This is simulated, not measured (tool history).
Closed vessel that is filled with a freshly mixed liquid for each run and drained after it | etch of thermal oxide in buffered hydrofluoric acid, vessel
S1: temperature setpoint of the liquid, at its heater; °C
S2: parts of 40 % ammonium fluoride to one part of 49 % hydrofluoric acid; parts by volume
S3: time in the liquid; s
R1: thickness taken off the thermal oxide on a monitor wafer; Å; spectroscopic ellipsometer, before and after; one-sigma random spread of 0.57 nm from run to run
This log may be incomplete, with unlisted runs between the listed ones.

run 1 hour=0 | S1=22 S2=19.5 S3=160 | R1=940.53
run 2 hour=2.2 | S1=22.5 S2=19.5 S3=160 | R1=964.78
run 3 hour=10.6 | S1=22.5 S2=15 S3=160 | R1=1259.2
run 4 hour=16.1 | S1=22.5 S2=15 S3=175 | R1=1370
run 5 hour=22.9 | S1=22.5 S2=15 S3=160 | R1=1254
run 6 hour=25.3 | S1=22.5 S2=11.5 S3=160 | R1=1629
run 7 hour=32.8 | S1=21.5 S2=11.5 S3=160 | R1=1540.6
run 8 hour=40 | S1=21 S2=12 S3=160 | R1=1433.5
run 9 hour=40.9 | S1=20.5 S2=12 S3=160 | R1=1393.7
run 10 hour=48.1 | S1=20 S2=12 S3=160 | R1=1356.9
run 11 hour=55.6 | S1=19.5 S2=12 S3=160 | R1=1316.7

The next listed run, before its measurement:
run 12 hour=59 | S1=19 S2=12 S3=160 | R1=?

R1: 1281.4 Å
